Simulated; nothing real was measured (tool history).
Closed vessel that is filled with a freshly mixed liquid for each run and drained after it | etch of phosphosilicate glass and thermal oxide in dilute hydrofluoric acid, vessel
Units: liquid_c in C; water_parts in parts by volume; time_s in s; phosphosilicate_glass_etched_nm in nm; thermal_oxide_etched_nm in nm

run	day	liquid_c	water_parts	time_s	phosphosilicate_glass_etched_nm	thermal_oxide_etched_nm
1	0	23	75	60	87.073	3.8307
2	0.383	23	75	50	72.751	3.1838
3	0.542	20	75	50	63.74	2.8572
4	0.867	23	60	50	93.982	4.1223
5	1.075	23	45	50	126.21	5.5728
6	1.142	24.5	45	50	133.96	5.8992
7	1.204	26	45	50	144.88	6.2358
8	1.404	27.5	35	50	199.51	8.5821
9	1.458	27.5	35	50	202.07	8.711
10	1.538	26.5	35	50	194.48	8.4315
11	1.629	25.5	35	50	184.07	8.0571

Run 12 comes next. What will it give?
12	1.662	25	35	50	?	?

Run 12 gave phosphosilicate_glass_etched_nm 177.18 nm, thermal_oxide_etched_nm 7.8398 nm.
